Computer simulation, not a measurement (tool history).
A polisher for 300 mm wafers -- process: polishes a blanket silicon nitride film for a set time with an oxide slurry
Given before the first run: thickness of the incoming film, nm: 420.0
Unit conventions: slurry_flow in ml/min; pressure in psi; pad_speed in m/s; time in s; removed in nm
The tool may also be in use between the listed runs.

| run | hour | slurry_flow | pressure | pad_speed | slurry_solids | time | removed |
|---|---|---|---|---|---|---|---|
| 1 | 0 | 295 | 3.3 | 1.14 | 1 | 78 | 48.468 |
| 2 | 6.8 | 295 | 2.5 | 1.14 | 1 | 78 | 37.933 |
| 3 | 7.5 | 295 | 2.9 | 1.14 | 1 | 78 | 44.02 |
| 4 | 8.8 | 295 | 3.2 | 1.14 | 1 | 78 | 46.095 |
| 5 | 13.7 | 295 | 3.2 | 1.14 | 1.1 | 78 | 48.284 |
| 6 | 16 | 295 | 3.5 | 1.14 | 1.1 | 78 | 52.207 |
|  | 24.1 | slurry nozzle cleaned |
| 7 | 24.1 | 295 | 3.7 | 1.14 | 1.1 | 78 | 55.996 |
| 8 | 26.5 | 295 | 3.8 | 1.14 | 1.1 | 78 | 58.028 |

What will run 9 give?
| 9 | 27.1 | 295 | 3.9 | 1.14 | 1.1 | 78 | ? |

{"run 9": {"removed": 58.386}}
